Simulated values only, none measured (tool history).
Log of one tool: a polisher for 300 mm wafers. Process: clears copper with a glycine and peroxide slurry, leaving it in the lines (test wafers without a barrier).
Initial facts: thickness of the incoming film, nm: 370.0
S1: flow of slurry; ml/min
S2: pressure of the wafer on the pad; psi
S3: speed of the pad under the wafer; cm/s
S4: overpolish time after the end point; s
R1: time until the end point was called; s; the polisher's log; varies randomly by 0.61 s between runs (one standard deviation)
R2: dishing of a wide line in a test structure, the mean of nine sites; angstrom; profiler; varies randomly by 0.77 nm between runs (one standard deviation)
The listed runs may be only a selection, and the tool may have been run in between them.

run  hour   S1   S2  S3  S4      R1      R2
  1     0  275  2.8  78  29  67.923  595.19
  2   7.7  275  2.8  92  29  59.234  594.59
  3    10  275  2.8  92  33  59.502  620.62
  4    16  245  2.8  92  33  60.999  616.03
  5  18.4  190  2.8  92  33  61.977  621.85
     24.4  -- worn pad replaced by a new one
  6  24.4  190  2.8  74  33  66.607  609.59

What will run 7 give?
  7  29.9  190  3.1  76  29   ?   ?

R1: 59.441 s
R2: 618.02 angstrom
